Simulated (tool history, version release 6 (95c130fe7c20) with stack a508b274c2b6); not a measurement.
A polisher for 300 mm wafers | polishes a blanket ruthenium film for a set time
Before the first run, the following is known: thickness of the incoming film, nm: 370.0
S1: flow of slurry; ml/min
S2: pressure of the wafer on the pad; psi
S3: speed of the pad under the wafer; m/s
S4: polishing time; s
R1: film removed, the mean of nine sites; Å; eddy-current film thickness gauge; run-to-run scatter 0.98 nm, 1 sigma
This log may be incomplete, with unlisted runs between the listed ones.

run  hour   S1   S2    S3  S4      R1
  1   0.0  265  2.0  1.06  94  1358.2
  2   5.9  265  2.0  0.80  94  1027.6
  3   8.4  265  2.4  0.80  94  1199.3
  4  13.1  265  2.9  0.80  94  1406.6
  5  14.8  265  2.9  0.80  98  1467.1
  6  21.0  265  2.5  0.80  98  1297.4

Forecast run 7:
  7  26.7  265  2.4  0.80  98   ?

R1: 1252.5 Å
